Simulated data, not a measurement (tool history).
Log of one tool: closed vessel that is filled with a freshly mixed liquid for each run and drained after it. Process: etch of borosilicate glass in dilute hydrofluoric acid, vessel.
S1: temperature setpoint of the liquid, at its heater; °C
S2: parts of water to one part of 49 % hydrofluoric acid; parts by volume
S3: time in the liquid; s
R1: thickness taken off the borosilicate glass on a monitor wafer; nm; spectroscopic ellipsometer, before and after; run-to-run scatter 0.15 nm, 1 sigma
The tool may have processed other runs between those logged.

run,hour,S1,S2,S3,R1
1,0.0,24.0,130,35,12.2610
2,4.3,25.0,125,35,13.2540
3,13.1,26.0,120,35,14.3450
4,18.4,23.5,120,35,13.1710
5,22.2,23.5,140,35,10.8260
6,25.8,23.5,140,30,9.3535
# hour 27.0: hydrofluoric acid flow meter replaced
7,27.0,24.5,135,30,11.5220
8,35.8,25.5,130,30,12.6420
9,40.0,26.5,130,30,13.0200

What will run 10 give?
10,40.6,27.5,125,30,?

{"run 10": {"R1": 14.228}}
